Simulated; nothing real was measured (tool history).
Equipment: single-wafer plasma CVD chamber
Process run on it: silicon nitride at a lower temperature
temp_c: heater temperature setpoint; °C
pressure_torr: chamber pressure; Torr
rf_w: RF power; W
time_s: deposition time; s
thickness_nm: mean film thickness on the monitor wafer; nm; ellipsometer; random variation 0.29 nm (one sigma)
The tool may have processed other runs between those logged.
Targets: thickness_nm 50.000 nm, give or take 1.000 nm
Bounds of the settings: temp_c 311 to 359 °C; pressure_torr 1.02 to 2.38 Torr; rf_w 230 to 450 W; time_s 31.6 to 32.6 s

| run | day | temp_c | pressure_torr | rf_w | time_s | thickness_nm |
|---|---|---|---|---|---|---|
| 1 | 0.000 | 335 | 1.70 | 340 | 31.6 | 43.937 |
| 2 | 0.112 | 335 | 1.70 | 320 | 31.6 | 41.367 |
| 3 | 0.138 | 345 | 1.70 | 320 | 31.6 | 41.174 |
| 4 | 0.358 | 350 | 1.70 | 320 | 31.6 | 41.463 |
| 5 | 0.579 | 350 | 1.84 | 335 | 31.7 | 44.857 |
| 6 | 0.646 | 341 | 1.84 | 335 | 31.7 | 44.623 |
| 7 | 0.938 | 341 | 1.96 | 335 | 31.7 | 45.527 |
| 8 | 1.188 | 341 | 2.06 | 340 | 31.7 | 47.519 |

Which one of the following 4 next-run settings gets every result inside its allowed miss? There is exactly one.
| A | 1.438 | 327 | 2.26 | 355 | 32.6 | ? |
| B | 1.438 | 334 | 2.03 | 365 | 32.6 | ? |
| C | 1.438 | 333 | 2.08 | 345 | 32.6 | ? |
| D | 1.438 | 343 | 2.32 | 355 | 32.6 | ? |

| move | thickness_nm |
|---|---|
| A | 52.554 |
| B | 51.921 |
| C | 49.735 |
| D | 52.686 |
A: takes the biggest miss from the last run beyond its target
B: takes the biggest miss from the last run beyond its target
C: hits every target within its allowed miss
D: takes the biggest miss from the last run beyond its target
The move that meets every target is C.
